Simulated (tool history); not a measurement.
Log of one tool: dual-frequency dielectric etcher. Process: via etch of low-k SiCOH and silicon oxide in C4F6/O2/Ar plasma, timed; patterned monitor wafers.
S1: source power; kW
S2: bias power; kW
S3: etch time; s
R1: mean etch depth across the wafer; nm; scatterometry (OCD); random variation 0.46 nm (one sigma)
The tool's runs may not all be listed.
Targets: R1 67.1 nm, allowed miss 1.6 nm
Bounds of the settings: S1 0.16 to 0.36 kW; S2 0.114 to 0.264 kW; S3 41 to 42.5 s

run	hour	S1	S2	S3	R1
1	0	0.26	0.189	41	86.579
2	4.9	0.26	0.189	42.5	90.22
3	11.6	0.24	0.176	42	83.607
4	13.2	0.24	0.176	42.5	84.056
5	18	0.24	0.176	41	81.756
6	18.8	0.23	0.169	41	79.396
7	22.1	0.22	0.162	41	75.802
8	23	0.21	0.16	41	72.905

Which of these 4 next moves meets every target?
A	23.9	0.22	0.159	42.5	?
B	23.9	0.19	0.154	41	?
C	23.9	0.22	0.164	41	?
D	23.9	0.21	0.174	42.5	?

move	R1
A	77.838
B	67.004
C	75.538
D	76.672
A: further off than the last run
B: meets every target
C: further off than the last run
D: further off than the last run
The right move is B.
